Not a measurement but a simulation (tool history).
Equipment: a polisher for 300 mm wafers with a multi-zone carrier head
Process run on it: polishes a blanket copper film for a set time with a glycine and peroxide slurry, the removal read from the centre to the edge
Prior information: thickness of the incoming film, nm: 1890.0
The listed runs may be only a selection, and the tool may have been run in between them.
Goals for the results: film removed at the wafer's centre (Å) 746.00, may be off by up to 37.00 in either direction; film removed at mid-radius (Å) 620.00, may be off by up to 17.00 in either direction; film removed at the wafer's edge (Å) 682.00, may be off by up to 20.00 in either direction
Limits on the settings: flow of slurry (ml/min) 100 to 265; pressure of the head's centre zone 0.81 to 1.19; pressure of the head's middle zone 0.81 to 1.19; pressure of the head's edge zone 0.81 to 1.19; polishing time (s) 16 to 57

| run | hour | flow of slurry (ml/min) | pressure of the head's centre zone | pressure of the head's middle zone | pressure of the head's edge zone | polishing time (s) | film removed at the wafer's centre (Å) | film removed at mid-radius (Å) | film removed at the wafer's edge (Å) |
|---|---|---|---|---|---|---|---|---|---|
| 1 | 0.0 | 170 | 1.00 | 1.00 | 1.00 | 36 | 1186.80 | 1172.20 | 1199.40 |
| 2 | 5.9 | 165 | 1.01 | 0.98 | 0.98 | 34 | 1156.10 | 1082.90 | 1128.60 |
| 3 | 6.7 | 165 | 0.92 | 0.98 | 0.98 | 34 | 1044.90 | 1091.40 | 1125.60 |
| 4 | 13.0 | 165 | 0.97 | 0.98 | 0.98 | 34 | 1109.40 | 1088.20 | 1118.50 |
| 5 | 14.0 | 160 | 0.96 | 0.96 | 0.96 | 32 | 1009.50 | 993.95 | 1041.90 |
| 6 | 22.6 | 160 | 0.96 | 0.96 | 0.99 | 32 | 1028.10 | 987.88 | 1045.60 |
| 7 | 29.1 | 155 | 0.97 | 0.95 | 0.97 | 30 | 963.91 | 922.84 | 976.23 |
| 8 | 35.1 | 150 | 0.98 | 0.94 | 0.95 | 29 | 938.31 | 884.12 | 933.23 |

Which single option among these 5 for the next run brings every result within its allowed miss of target? Just one does.
| A | 41.1 | 135 | 0.96 | 0.81 | 1.08 | 22 | ? | ? | ? |
| B | 41.1 | 105 | 1.10 | 0.92 | 0.96 | 22 | ? | ? | ? |
| C | 41.1 | 100 | 0.95 | 0.91 | 0.94 | 22 | ? | ? | ? |
| D | 41.1 | 180 | 1.06 | 0.83 | 0.95 | 21 | ? | ? | ? |
| E | 41.1 | 145 | 0.97 | 0.90 | 0.96 | 21 | ? | ? | ? |

| move | film removed at the wafer's centre (Å) | film removed at mid-radius (Å) | film removed at the wafer's edge (Å) |
|---|---|---|---|
| A | 687.78 | 577.11 | 744.06 |
| B | 755.80 | 616.38 | 682.68 |
| C | 646.15 | 606.52 | 672.34 |
| D | 758.28 | 584.27 | 686.40 |
| E | 671.55 | 606.99 | 674.77 |
A: takes the biggest miss from the last run beyond its target
B: every result lands within tolerance
C: corrects the largest miss of the last run, while another result sits out of spec
D: takes the biggest miss from the last run beyond its target
E: corrects the largest miss of the last run, while another result sits out of spec
Correct choice: B, which meets every target

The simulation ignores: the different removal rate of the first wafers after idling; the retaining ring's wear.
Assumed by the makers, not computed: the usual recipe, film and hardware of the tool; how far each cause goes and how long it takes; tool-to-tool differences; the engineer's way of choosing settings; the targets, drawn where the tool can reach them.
